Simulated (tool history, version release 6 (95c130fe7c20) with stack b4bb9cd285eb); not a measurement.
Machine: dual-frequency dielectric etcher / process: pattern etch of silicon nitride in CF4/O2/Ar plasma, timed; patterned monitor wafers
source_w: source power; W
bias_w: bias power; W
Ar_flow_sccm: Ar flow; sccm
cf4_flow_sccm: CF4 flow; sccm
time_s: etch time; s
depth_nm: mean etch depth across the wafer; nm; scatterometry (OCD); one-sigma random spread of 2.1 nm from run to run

run 1 hour=0 | source_w=680 bias_w=56 Ar_flow_sccm=106 cf4_flow_sccm=122 time_s=220 | depth_nm=545.04
run 2 hour=7 | source_w=680 bias_w=56 Ar_flow_sccm=92 cf4_flow_sccm=122 time_s=220 | depth_nm=546.35
run 3 hour=8.7 | source_w=680 bias_w=56 Ar_flow_sccm=92 cf4_flow_sccm=122 time_s=220 | depth_nm=549
run 4 hour=17.2 | source_w=780 bias_w=56 Ar_flow_sccm=92 cf4_flow_sccm=122 time_s=220 | depth_nm=597.84
run 5 hour=24.3 | source_w=780 bias_w=60 Ar_flow_sccm=92 cf4_flow_sccm=122 time_s=220 | depth_nm=606.13
run 6 hour=33.1 | source_w=780 bias_w=60 Ar_flow_sccm=92 cf4_flow_sccm=109 time_s=220 | depth_nm=598.61
run 7 hour=35.4 | source_w=740 bias_w=60 Ar_flow_sccm=92 cf4_flow_sccm=109 time_s=220 | depth_nm=582.7
run 8 hour=38 | source_w=600 bias_w=58 Ar_flow_sccm=92 cf4_flow_sccm=109 time_s=220 | depth_nm=508.78
run 9 hour=41.1 | source_w=600 bias_w=58 Ar_flow_sccm=92 cf4_flow_sccm=109 time_s=220 | depth_nm=508.95
run 10 hour=42.9 | source_w=600 bias_w=58 Ar_flow_sccm=92 cf4_flow_sccm=109 time_s=220 | depth_nm=507.5
run 11 hour=46.7 | source_w=590 bias_w=58 Ar_flow_sccm=92 cf4_flow_sccm=109 time_s=220 | depth_nm=502.24
run 12 hour=52.8 | source_w=580 bias_w=58 Ar_flow_sccm=92 cf4_flow_sccm=109 time_s=220 | depth_nm=497.54
run 13 hour=54.2 | source_w=570 bias_w=58 Ar_flow_sccm=92 cf4_flow_sccm=109 time_s=220 | depth_nm=494.66
run 14 hour=55.3 | source_w=560 bias_w=58 Ar_flow_sccm=92 cf4_flow_sccm=109 time_s=220 | depth_nm=487.55

Estimate the outcome of run 15 from the log above:
run 15 hour=62.6 | source_w=540 bias_w=58 Ar_flow_sccm=92 cf4_flow_sccm=109 time_s=220 | depth_nm=?

depth_nm: 478.42 nm
